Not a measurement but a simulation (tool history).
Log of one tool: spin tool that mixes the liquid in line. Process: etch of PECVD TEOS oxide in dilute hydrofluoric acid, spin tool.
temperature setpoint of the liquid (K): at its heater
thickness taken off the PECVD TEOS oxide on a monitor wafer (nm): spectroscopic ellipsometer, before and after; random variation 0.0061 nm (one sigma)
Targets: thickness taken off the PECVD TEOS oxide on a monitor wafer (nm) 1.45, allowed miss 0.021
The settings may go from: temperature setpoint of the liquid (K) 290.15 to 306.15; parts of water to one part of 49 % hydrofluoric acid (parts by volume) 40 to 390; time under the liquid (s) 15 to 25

run,day,temperature setpoint of the liquid (K),parts of water to one part of 49 % hydrofluoric acid (parts by volume),time under the liquid (s),thickness taken off the PECVD TEOS oxide on a monitor wafer (nm)
1,0,298.15,215,25,0.8763
2,0.192,298.15,260,25,0.69493
3,0.525,301.15,260,25,0.76389
4,0.767,301.15,335,25,0.55068
5,1.046,298.15,335,25,0.49653
6,1.317,298.15,335,25,0.4996
7,1.496,298.15,335,25,0.49692
8,1.55,299.65,300,25,0.6046
9,1.771,300.65,270,25,0.71338
10,1.796,301.65,245,25,0.84152
11,1.95,302.65,230,25,0.94269
12,2.192,303.15,215,25,1.0505
13,2.55,303.65,205,25,1.1248
14,2.746,304.15,200,25,1.1965
15,2.962,304.65,195,25,1.2511
16,3.117,305.15,190,25,1.3018
17,3.242,305.15,185,25,1.3498
18,3.462,305.65,180,25,1.427

Which of these 4 next moves meets every target?
A,3.683,306.15,155,20,?
B,3.683,306.15,185,25,?
C,3.683,306.15,180,25,?
D,3.683,303.15,170,25,?

move,thickness taken off the PECVD TEOS oxide on a monitor wafer (nm)
A,1.3914
B,1.4008
C,1.449
D,1.3979
A: further off than the last run
B: further off than the last run
C: meets every target
D: further off than the last run
The right move is C.
